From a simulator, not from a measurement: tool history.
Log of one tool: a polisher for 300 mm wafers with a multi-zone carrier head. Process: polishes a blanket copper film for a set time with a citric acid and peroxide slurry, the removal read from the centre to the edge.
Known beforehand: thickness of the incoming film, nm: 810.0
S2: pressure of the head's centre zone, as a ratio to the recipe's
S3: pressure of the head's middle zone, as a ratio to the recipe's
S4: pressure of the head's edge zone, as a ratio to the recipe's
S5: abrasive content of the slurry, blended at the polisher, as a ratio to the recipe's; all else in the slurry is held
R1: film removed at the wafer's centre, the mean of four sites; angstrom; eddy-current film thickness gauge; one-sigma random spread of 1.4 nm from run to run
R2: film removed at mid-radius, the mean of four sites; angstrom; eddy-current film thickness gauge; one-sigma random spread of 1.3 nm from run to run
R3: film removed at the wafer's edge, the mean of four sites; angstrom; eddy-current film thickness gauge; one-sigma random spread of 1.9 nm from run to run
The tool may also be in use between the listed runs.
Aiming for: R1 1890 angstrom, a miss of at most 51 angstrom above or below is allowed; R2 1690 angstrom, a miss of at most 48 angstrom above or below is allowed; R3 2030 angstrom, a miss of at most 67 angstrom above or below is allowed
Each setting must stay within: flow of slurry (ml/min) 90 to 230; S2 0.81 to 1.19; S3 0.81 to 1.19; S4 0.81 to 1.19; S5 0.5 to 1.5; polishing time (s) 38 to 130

run 1 hour=0 | flow_of_slurry_(ml/min)=150 S2=1 S3=1 S4=1 S5=1 polishing_time_(s)=84 | R1=2565.8 R2=2489 R3=2559.7
run 2 hour=6.9 | flow_of_slurry_(ml/min)=150 S2=0.94 S3=1 S4=1 S5=1 polishing_time_(s)=84 | R1=2417.1 R2=2496.6 R3=2540.6
run 3 hour=14.8 | flow_of_slurry_(ml/min)=150 S2=0.94 S3=1 S4=0.93 S5=1 polishing_time_(s)=84 | R1=2375.6 R2=2535.1 R3=2483.6
run 4 hour=18.7 | flow_of_slurry_(ml/min)=130 S2=0.94 S3=1 S4=0.93 S5=1 polishing_time_(s)=84 | R1=2326 R2=2393.2 R3=2436.2
run 5 hour=21.9 | flow_of_slurry_(ml/min)=130 S2=0.94 S3=1 S4=0.93 S5=0.85 polishing_time_(s)=84 | R1=2207 R2=2322.7 R3=2297.9
run 6 hour=23.2 | flow_of_slurry_(ml/min)=125 S2=0.94 S3=0.98 S4=0.93 S5=0.8 polishing_time_(s)=84 | R1=2166.7 R2=2230.7 R3=2284.9
run 7 hour=31.2 | flow_of_slurry_(ml/min)=120 S2=0.94 S3=0.96 S4=0.92 S5=0.75 polishing_time_(s)=84 | R1=2058.6 R2=2151.9 R3=2197
run 8 hour=35.2 | flow_of_slurry_(ml/min)=115 S2=0.95 S3=0.94 S4=0.93 S5=0.75 polishing_time_(s)=84 | R1=2086.5 R2=2049.9 R3=2203.2
run 9 hour=40.4 | flow_of_slurry_(ml/min)=110 S2=0.95 S3=0.92 S4=0.92 S5=0.75 polishing_time_(s)=84 | R1=2053.8 R2=2009.8 R3=2175.5
run 10 hour=48.3 | flow_of_slurry_(ml/min)=110 S2=0.95 S3=0.91 S4=0.92 S5=0.75 polishing_time_(s)=84 | R1=2051.7 R2=1997 R3=2151
run 11 hour=56.6 | flow_of_slurry_(ml/min)=105 S2=0.95 S3=0.9 S4=0.93 S5=0.75 polishing_time_(s)=84 | R1=2009.3 R2=1949.9 R3=2154.6
run 12 hour=61.4 | flow_of_slurry_(ml/min)=105 S2=0.95 S3=0.89 S4=0.93 S5=0.75 polishing_time_(s)=84 | R1=2034.3 R2=1910.7 R3=2161.4
run 13 hour=67.7 | flow_of_slurry_(ml/min)=105 S2=0.95 S3=0.88 S4=0.93 S5=0.75 polishing_time_(s)=84 | R1=2021.8 R2=1907.8 R3=2128.4
run 14 hour=72.2 | flow_of_slurry_(ml/min)=90 S2=0.95 S3=0.81 S4=0.98 S5=0.55 polishing_time_(s)=83 | R1=1716.2 R2=1521.8 R3=1923.8
run 15 hour=79.6 | flow_of_slurry_(ml/min)=95 S2=0.95 S3=0.81 S4=0.98 S5=0.55 polishing_time_(s)=83 | R1=1773.7 R2=1561.9 R3=1971.1
run 16 hour=85.7 | flow_of_slurry_(ml/min)=100 S2=0.95 S3=0.81 S4=0.98 S5=0.55 polishing_time_(s)=83 | R1=1793.8 R2=1595.4 R3=1986.5
run 17 hour=91.4 | flow_of_slurry_(ml/min)=130 S2=0.96 S3=0.83 S4=0.97 S5=0.55 polishing_time_(s)=83 | R1=1963.9 R2=1769.3 R3=2048.6
run 18 hour=93.2 | flow_of_slurry_(ml/min)=130 S2=0.96 S3=0.83 S4=0.97 S5=0.55 polishing_time_(s)=83 | R1=1976.4 R2=1725 R3=2047.7

5 candidate next runs follow, results not yet known. Just one meets every target within its allowed miss. Identify it.
run A hour=95 | flow_of_slurry_(ml/min)=155 S2=1.02 S3=0.84 S4=0.95 S5=0.65 polishing_time_(s)=75 | R1=? R2=? R3=?
run B hour=95 | flow_of_slurry_(ml/min)=145 S2=0.99 S3=0.81 S4=0.98 S5=0.55 polishing_time_(s)=85 | R1=? R2=? R3=?
run C hour=95 | flow_of_slurry_(ml/min)=115 S2=1 S3=0.84 S4=0.96 S5=0.6 polishing_time_(s)=81 | R1=? R2=? R3=?
run D hour=95 | flow_of_slurry_(ml/min)=120 S2=0.92 S3=0.81 S4=0.94 S5=0.6 polishing_time_(s)=82 | R1=? R2=? R3=?
run E hour=95 | flow_of_slurry_(ml/min)=125 S2=1.03 S3=0.82 S4=0.99 S5=0.7 polishing_time_(s)=78 | R1=? R2=? R3=?

move=A R1=2076.4 R2=1726.1 R3=1992.6
move=B R1=2142.4 R2=1785.4 R3=2164
move=C R1=1980.5 R2=1696.7 R3=2010.3
move=D R1=1868.1 R2=1687.9 R3=2032.4
move=E R1=2105.3 R2=1710.7 R3=2084.4
A: lands further from the targets than the last run did
B: lands further from the targets than the last run did
C: just as far off the targets as the last run
D: all results in spec
E: lands further from the targets than the last run did
The move that meets every target is D.

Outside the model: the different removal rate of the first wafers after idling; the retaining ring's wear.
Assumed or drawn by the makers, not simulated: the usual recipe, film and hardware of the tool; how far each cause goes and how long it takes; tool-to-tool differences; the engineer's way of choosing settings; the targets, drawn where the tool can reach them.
